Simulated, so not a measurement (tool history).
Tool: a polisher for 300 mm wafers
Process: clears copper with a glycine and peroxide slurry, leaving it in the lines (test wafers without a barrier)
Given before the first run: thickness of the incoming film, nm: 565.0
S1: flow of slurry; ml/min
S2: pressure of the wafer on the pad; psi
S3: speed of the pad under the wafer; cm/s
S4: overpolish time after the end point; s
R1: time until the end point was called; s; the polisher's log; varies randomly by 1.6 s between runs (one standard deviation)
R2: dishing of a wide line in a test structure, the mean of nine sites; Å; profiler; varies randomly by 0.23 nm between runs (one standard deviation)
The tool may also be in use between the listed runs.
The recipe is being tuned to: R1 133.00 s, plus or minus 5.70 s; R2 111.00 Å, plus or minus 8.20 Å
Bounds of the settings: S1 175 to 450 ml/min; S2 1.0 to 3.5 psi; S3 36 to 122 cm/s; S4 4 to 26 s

run,hour,S1,S2,S3,S4,R1,R2
1,0.0,290,2.2,78,13,153.54,117.06
2,2.9,290,2.2,78,17,157.56,123.05
3,4.0,290,2.2,78,16,156.29,116.32
4,6.6,290,2.2,78,11,159.07,110.65
5,13.9,290,2.2,78,14,158.57,114.01
6,19.0,290,2.2,78,12,154.70,113.40
7,27.9,290,2.3,78,12,152.62,115.87
8,29.1,290,2.3,80,11,148.70,112.77

Exactly one of the 5 candidate moves below puts every result within its allowed miss. Which one?
A,30.3,290,2.0,104,11,?,?
B,30.3,240,2.6,72,12,?,?
C,30.3,275,2.2,64,15,?,?
D,30.3,305,2.1,86,12,?,?
E,30.3,360,1.9,98,13,?,?

move,R1,R2
A,132.05,108.36
B,148.73,110.78
C,178.78,116.10
D,147.38,110.56
E,141.01,111.30
A: meets every target
B: as far off as the last run
C: moves away from the targets compared with the last run
D: moves toward the targets from the last run without getting all of them in spec
E: moves toward the targets from the last run without getting all of them in spec
Correct choice: A, which meets every target
